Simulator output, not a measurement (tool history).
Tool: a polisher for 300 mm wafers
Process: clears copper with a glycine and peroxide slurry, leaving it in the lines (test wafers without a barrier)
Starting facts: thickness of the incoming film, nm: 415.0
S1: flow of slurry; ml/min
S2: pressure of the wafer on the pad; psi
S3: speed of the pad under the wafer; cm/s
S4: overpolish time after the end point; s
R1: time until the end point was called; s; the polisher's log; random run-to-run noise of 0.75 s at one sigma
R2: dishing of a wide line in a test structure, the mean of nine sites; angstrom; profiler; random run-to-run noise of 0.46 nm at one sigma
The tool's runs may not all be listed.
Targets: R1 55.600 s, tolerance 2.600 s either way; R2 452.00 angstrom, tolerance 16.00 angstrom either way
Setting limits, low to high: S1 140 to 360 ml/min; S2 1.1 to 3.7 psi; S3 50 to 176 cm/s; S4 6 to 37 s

Run 1, hour 0.0: S1 230 ml/min, S2 2.4 psi, S3 112 cm/s, S4 19 s. Result: R1 77.661 s, R2 663.19 angstrom.
Run 2, hour 7.6: S1 230 ml/min, S2 2.4 psi, S3 112 cm/s, S4 24 s. Result: R1 77.903 s, R2 773.90 angstrom.
Run 3, hour 8.3: S1 230 ml/min, S2 2.0 psi, S3 112 cm/s, S4 24 s. Result: R1 88.500 s, R2 709.90 angstrom.
Run 4, hour 10.6: S1 230 ml/min, S2 1.7 psi, S3 112 cm/s, S4 24 s. Result: R1 97.570 s, R2 637.89 angstrom.
Run 5, hour 12.7: S1 230 ml/min, S2 1.7 psi, S3 88 cm/s, S4 24 s. Result: R1 118.190 s, R2 554.89 angstrom.
Run 6, hour 18.3: S1 230 ml/min, S2 1.7 psi, S3 88 cm/s, S4 20 s. Result: R1 117.760 s, R2 473.42 angstrom.
Run 7, hour 22.6: S1 230 ml/min, S2 1.8 psi, S3 94 cm/s, S4 19 s. Result: R1 109.090 s, R2 480.93 angstrom.
Run 8, hour 28.1: S1 230 ml/min, S2 1.9 psi, S3 98 cm/s, S4 18 s. Result: R1 100.380 s, R2 490.74 angstrom.
Run 9, hour 30.1: S1 230 ml/min, S2 1.9 psi, S3 98 cm/s, S4 18 s. Result: R1 99.982 s, R2 494.06 angstrom.
Run 10, hour 33.0: S1 230 ml/min, S2 2.0 psi, S3 102 cm/s, S4 17 s. Result: R1 92.642 s, R2 490.14 angstrom.
Run 11, hour 39.5: S1 230 ml/min, S2 2.1 psi, S3 104 cm/s, S4 16 s. Result: R1 88.042 s, R2 491.06 angstrom.
Run 12, hour 40.6: S1 230 ml/min, S2 2.2 psi, S3 106 cm/s, S4 15 s. Result: R1 86.173 s, R2 483.81 angstrom.
Run 13, hour 43.5: S1 240 ml/min, S2 2.8 psi, S3 138 cm/s, S4 6 s. Result: R1 57.012 s, R2 316.36 angstrom.
Run 14, hour 45.1: S1 240 ml/min, S2 2.9 psi, S3 136 cm/s, S4 6 s. Result: R1 55.497 s, R2 315.13 angstrom.
Run 15, hour 52.8: S1 240 ml/min, S2 2.9 psi, S3 136 cm/s, S4 7 s. Result: R1 54.422 s, R2 366.82 angstrom.
Run 16, hour 58.6: S1 240 ml/min, S2 2.9 psi, S3 134 cm/s, S4 7 s. Result: R1 57.014 s, R2 356.04 angstrom.
Run 17, hour 64.4: S1 240 ml/min, S2 3.0 psi, S3 132 cm/s, S4 7 s. Result: R1 55.416 s, R2 360.34 angstrom.
Run 18, hour 68.5: S1 240 ml/min, S2 3.0 psi, S3 130 cm/s, S4 7 s. Result: R1 57.188 s, R2 359.06 angstrom.
Run 19, hour 77.1: S1 240 ml/min, S2 3.1 psi, S3 128 cm/s, S4 7 s. Result: R1 54.223 s, R2 367.46 angstrom.
Run 20, hour 78.2: S1 240 ml/min, S2 3.1 psi, S3 126 cm/s, S4 7 s. Result: R1 57.362 s, R2 366.88 angstrom.
Run 21, hour 83.3: S1 240 ml/min, S2 3.1 psi, S3 124 cm/s, S4 7 s. Result: R1 56.224 s, R2 358.10 angstrom.
Run 22, hour 86.4: S1 235 ml/min, S2 3.2 psi, S3 118 cm/s, S4 9 s. Result: R1 57.345 s, R2 435.58 angstrom.

4 candidate next runs follow, results not yet known. Just one meets every target within its allowed miss. Identify it.
Run A, hour 89.5: S1 215 ml/min, S2 3.5 psi, S3 116 cm/s, S4 8 s. Result: R1 ?, R2 ?.
Run B, hour 89.5: S1 250 ml/min, S2 3.3 psi, S3 106 cm/s, S4 10 s. Result: R1 ?, R2 ?.
Run C, hour 89.5: S1 270 ml/min, S2 3.0 psi, S3 130 cm/s, S4 9 s. Result: R1 ?, R2 ?.
Run D, hour 89.5: S1 270 ml/min, S2 3.3 psi, S3 104 cm/s, S4 9 s. Result: R1 ?, R2 ?.

move      R1      R2
   A  57.404  403.85
   B  63.829  447.87
   C  57.325  445.95
   D  64.320  405.22
A: lands further from the targets than the last run did
B: the furthest-off result lands on target, but another misses its tolerance
C: every result within its allowed miss
D: lands further from the targets than the last run did
Correct choice: C, which meets every target

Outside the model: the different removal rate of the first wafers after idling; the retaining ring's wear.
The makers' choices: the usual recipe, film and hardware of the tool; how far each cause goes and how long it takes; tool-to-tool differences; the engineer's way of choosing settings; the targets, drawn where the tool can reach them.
